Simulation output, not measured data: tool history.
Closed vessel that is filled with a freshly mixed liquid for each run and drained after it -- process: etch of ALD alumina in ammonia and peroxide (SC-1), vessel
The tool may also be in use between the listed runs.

| run | hour | temperature setpoint of the liquid (K) | parts of 29 % ammonia solution to one part of 30 % peroxide (parts by volume) | time in the liquid (s) | thickness taken off the ALD alumina on a monitor wafer (angstrom) |
|---|---|---|---|---|---|
| 1 | 0.0 | 334.15 | 0.70 | 1420 | 900.44 |
| 2 | 1.8 | 332.65 | 0.70 | 1420 | 829.01 |
| 3 | 10.9 | 331.65 | 0.70 | 1420 | 793.51 |
| 4 | 13.8 | 330.65 | 0.70 | 1420 | 756.53 |
| 5 | 22.4 | 330.65 | 0.70 | 1420 | 757.33 |
| 6 | 27.7 | 330.65 | 0.85 | 1420 | 759.92 |
| 7 | 35.2 | 329.65 | 0.85 | 1420 | 726.08 |
| 8 | 37.2 | 329.15 | 0.85 | 1420 | 708.55 |
| 9 | 38.4 | 328.65 | 0.85 | 1420 | 687.12 |

Run 10, settings as shown, results not yet in. Your forecast:
| 10 | 45.5 | 328.15 | 0.85 | 1420 | ? |

For run 10 the tool returned thickness taken off the ALD alumina on a monitor wafer (angstrom) 670.02.
